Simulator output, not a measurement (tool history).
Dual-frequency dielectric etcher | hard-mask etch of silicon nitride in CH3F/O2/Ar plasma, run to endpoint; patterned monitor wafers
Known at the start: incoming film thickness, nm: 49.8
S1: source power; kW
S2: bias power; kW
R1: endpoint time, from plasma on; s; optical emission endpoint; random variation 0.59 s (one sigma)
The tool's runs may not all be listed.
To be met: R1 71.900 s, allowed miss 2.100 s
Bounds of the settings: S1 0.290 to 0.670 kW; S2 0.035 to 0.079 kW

run 1 hour=0.0 | S1=0.480 S2=0.057 | R1=60.758
run 2 hour=4.1 | S1=0.460 S2=0.056 | R1=63.888
run 3 hour=10.9 | S1=0.380 S2=0.056 | R1=68.712
run 4 hour=16.1 | S1=0.460 S2=0.056 | R1=63.581
run 5 hour=16.8 | S1=0.460 S2=0.049 | R1=66.940
run 6 hour=24.0 | S1=0.450 S2=0.049 | R1=67.497
run 7 hour=28.8 | S1=0.440 S2=0.049 | R1=67.394
run 8 hour=35.0 | S1=0.430 S2=0.049 | R1=67.926
run 9 hour=37.5 | S1=0.420 S2=0.049 | R1=69.609

Which of these 4 next moves meets every target?
run A hour=40.0 | S1=0.350 S2=0.048 | R1=?
run B hour=40.0 | S1=0.350 S2=0.056 | R1=?
run C hour=40.0 | S1=0.400 S2=0.057 | R1=?
run D hour=40.0 | S1=0.470 S2=0.051 | R1=?

move=A R1=77.763
move=B R1=73.305
move=C R1=67.922
move=D R1=65.318
A: takes the result that was furthest off past its target
B: meets every target
C: further off than the last run
D: further off than the last run
The right move is B.
